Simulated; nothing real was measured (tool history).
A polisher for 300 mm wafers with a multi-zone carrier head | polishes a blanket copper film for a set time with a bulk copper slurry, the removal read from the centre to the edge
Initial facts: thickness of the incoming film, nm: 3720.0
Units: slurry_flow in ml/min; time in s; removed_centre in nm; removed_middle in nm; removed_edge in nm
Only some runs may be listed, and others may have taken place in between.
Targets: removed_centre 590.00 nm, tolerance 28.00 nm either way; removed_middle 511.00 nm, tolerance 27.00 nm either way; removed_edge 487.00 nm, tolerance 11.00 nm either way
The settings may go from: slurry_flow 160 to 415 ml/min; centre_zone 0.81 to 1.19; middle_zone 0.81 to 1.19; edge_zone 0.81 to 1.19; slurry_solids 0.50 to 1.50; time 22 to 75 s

run,hour,slurry_flow,centre_zone,middle_zone,edge_zone,slurry_solids,time,removed_centre,removed_middle,removed_edge
1,0.0,265,1.00,1.00,1.00,1.00,48,443.81,450.14,430.13
2,8.6,275,1.04,1.01,1.02,1.05,48,456.76,451.55,443.87
3,14.5,240,1.04,1.01,1.02,1.05,48,458.03,460.54,432.98
4,15.4,240,1.04,1.01,0.98,1.05,48,448.66,437.05,432.14
5,19.0,240,1.04,1.01,0.98,0.85,48,441.68,435.31,418.17
6,24.2,240,1.04,1.01,0.98,0.75,48,438.00,430.95,406.75
7,30.1,240,1.04,1.01,0.98,0.75,48,435.37,439.03,412.20
8,31.3,255,1.07,1.02,0.97,0.85,49,464.84,462.30,421.13
9,36.6,265,1.09,1.01,0.98,0.90,50,475.48,468.59,441.13
10,44.8,230,1.19,0.94,0.88,1.15,57,615.64,516.61,494.44
11,50.0,230,1.19,0.94,0.88,1.15,57,622.64,517.02,484.19

Below are 4 possible settings for the next run. Only one of them brings all results inside the allowed miss of their targets. Which is it?
A,55.2,270,1.19,0.89,0.83,1.25,57,?,?,?
B,55.2,225,1.14,0.95,0.89,1.30,55,?,?,?
C,55.2,165,1.19,0.90,0.82,1.25,61,?,?,?
D,55.2,225,1.18,0.94,0.81,1.10,60,?,?,?

move,removed_centre,removed_middle,removed_edge
A,648.10,505.31,490.29
B,588.79,505.94,483.08
C,641.94,508.92,495.59
D,646.43,531.97,491.28
A: its largest miss is bigger than the last run's
B: every result within its allowed miss
C: its largest miss is bigger than the last run's
D: its largest miss is bigger than the last run's
The move that meets every target is B.
